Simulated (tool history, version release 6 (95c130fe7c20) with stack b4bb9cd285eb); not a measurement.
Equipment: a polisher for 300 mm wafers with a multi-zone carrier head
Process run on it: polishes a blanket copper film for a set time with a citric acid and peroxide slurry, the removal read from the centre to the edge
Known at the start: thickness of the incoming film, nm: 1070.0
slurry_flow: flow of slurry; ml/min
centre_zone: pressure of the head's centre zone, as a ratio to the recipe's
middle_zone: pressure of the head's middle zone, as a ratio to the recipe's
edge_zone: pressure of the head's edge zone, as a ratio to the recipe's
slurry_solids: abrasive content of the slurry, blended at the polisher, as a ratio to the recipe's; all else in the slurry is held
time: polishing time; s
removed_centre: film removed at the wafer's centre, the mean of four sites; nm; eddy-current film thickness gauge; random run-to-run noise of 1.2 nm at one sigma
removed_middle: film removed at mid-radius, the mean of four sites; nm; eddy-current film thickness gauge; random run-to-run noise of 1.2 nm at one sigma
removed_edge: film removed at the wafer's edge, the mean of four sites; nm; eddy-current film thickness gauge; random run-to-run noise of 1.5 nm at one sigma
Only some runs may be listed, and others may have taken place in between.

run 1 hour=0 | slurry_flow=240 centre_zone=1 middle_zone=1 edge_zone=1 slurry_solids=1 time=60 | removed_centre=205.26 removed_middle=208.24 removed_edge=212.74
run 2 hour=7 | slurry_flow=240 centre_zone=1 middle_zone=1 edge_zone=1 slurry_solids=0.8 time=60 | removed_centre=196.01 removed_middle=190.67 removed_edge=201.59
run 3 hour=11.3 | slurry_flow=235 centre_zone=0.98 middle_zone=1 edge_zone=0.99 slurry_solids=0.75 time=58 | removed_centre=179.98 removed_middle=184.92 removed_edge=187.68
run 4 hour=14.9 | slurry_flow=230 centre_zone=0.97 middle_zone=0.98 edge_zone=0.98 slurry_solids=0.7 time=56 | removed_centre=167.8 removed_middle=171.13 removed_edge=174.8
run 5 hour=23.9 | slurry_flow=225 centre_zone=0.95 middle_zone=0.96 edge_zone=0.97 slurry_solids=0.7 time=55 | removed_centre=157.73 removed_middle=169.98 removed_edge=176.23
run 6 hour=26.7 | slurry_flow=225 centre_zone=0.95 middle_zone=0.96 edge_zone=0.97 slurry_solids=0.7 time=67 | removed_centre=202.09 removed_middle=206.46 removed_edge=212.94
run 7 hour=33.4 | slurry_flow=205 centre_zone=0.92 middle_zone=0.89 edge_zone=0.87 slurry_solids=0.5 time=50 | removed_centre=127.95 removed_middle=131.25 removed_edge=136.68

Run 8 has not been measured yet. What should we expect?
run 8 hour=34.8 | slurry_flow=205 centre_zone=0.91 middle_zone=0.89 edge_zone=0.86 slurry_solids=0.5 time=50 | removed_centre=? removed_middle=? removed_edge=?

{"run 8": {"removed_centre": 126.35, "removed_middle": 132.03, "removed_edge": 135.58}}
